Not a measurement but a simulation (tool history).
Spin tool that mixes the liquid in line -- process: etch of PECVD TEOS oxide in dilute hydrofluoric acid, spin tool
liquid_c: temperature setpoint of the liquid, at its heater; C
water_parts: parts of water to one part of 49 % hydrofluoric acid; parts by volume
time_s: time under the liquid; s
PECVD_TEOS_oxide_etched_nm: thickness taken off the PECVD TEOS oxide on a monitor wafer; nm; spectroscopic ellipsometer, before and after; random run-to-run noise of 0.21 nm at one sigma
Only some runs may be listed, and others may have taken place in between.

run 1 hour=0.0 | liquid_c=24.0 water_parts=90 time_s=175 | PECVD_TEOS_oxide_etched_nm=31.862
run 2 hour=1.8 | liquid_c=25.5 water_parts=90 time_s=175 | PECVD_TEOS_oxide_etched_nm=33.769
run 3 hour=9.5 | liquid_c=25.5 water_parts=120 time_s=175 | PECVD_TEOS_oxide_etched_nm=24.444
run 4 hour=16.6 | liquid_c=27.0 water_parts=110 time_s=175 | PECVD_TEOS_oxide_etched_nm=28.371
run 5 hour=19.4 | liquid_c=27.0 water_parts=80 time_s=175 | PECVD_TEOS_oxide_etched_nm=40.535
run 6 hour=25.2 | liquid_c=27.0 water_parts=80 time_s=190 | PECVD_TEOS_oxide_etched_nm=44.145
run 7 hour=27.7 | liquid_c=28.0 water_parts=80 time_s=190 | PECVD_TEOS_oxide_etched_nm=45.965

Forecast run 8:
run 8 hour=30.2 | liquid_c=28.0 water_parts=80 time_s=190 | PECVD_TEOS_oxide_etched_nm=?

Run 8 yielded PECVD_TEOS_oxide_etched_nm 45.847 nm.
